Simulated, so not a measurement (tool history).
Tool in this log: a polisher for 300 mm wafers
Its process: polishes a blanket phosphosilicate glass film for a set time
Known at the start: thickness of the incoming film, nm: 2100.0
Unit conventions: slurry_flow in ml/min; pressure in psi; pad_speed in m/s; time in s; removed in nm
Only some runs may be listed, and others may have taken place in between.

{"run": 1, "hour": 0.0, "slurry_flow": 225, "pressure": 3.9, "pad_speed": 1.28, "slurry_solids": 1, "time": 35, "removed": 364.81}
{"run": 2, "hour": 8.0, "slurry_flow": 225, "pressure": 3.9, "pad_speed": 1.28, "slurry_solids": 1, "time": 35, "removed": 362.3}
{"run": 3, "hour": 12.1, "slurry_flow": 225, "pressure": 3.8, "pad_speed": 1.28, "slurry_solids": 1, "time": 35, "removed": 347.97}
{"run": 4, "hour": 17.6, "slurry_flow": 250, "pressure": 3.8, "pad_speed": 1.28, "slurry_solids": 1, "time": 35, "removed": 358.16}
{"run": 5, "hour": 21.1, "slurry_flow": 250, "pressure": 3.7, "pad_speed": 1.28, "slurry_solids": 1, "time": 35, "removed": 354.23}
{"run": 6, "hour": 21.7, "slurry_flow": 250, "pressure": 3.7, "pad_speed": 1.28, "slurry_solids": 0.85, "time": 35, "removed": 331.63}
{"run": 7, "hour": 30.0, "slurry_flow": 250, "pressure": 3.6, "pad_speed": 1.28, "slurry_solids": 0.85, "time": 35, "removed": 321.69}
{"run": 8, "hour": 30.9, "slurry_flow": 250, "pressure": 3.5, "pad_speed": 1.28, "slurry_solids": 0.85, "time": 35, "removed": 317.94}

Estimate the outcome of run 9 from the log above:
{"run": 9, "hour": 34.5, "slurry_flow": 250, "pressure": 3.4, "pad_speed": 1.28, "slurry_solids": 0.85, "time": 35, "removed": "?"}

{"run 9": {"removed": 305.98}}
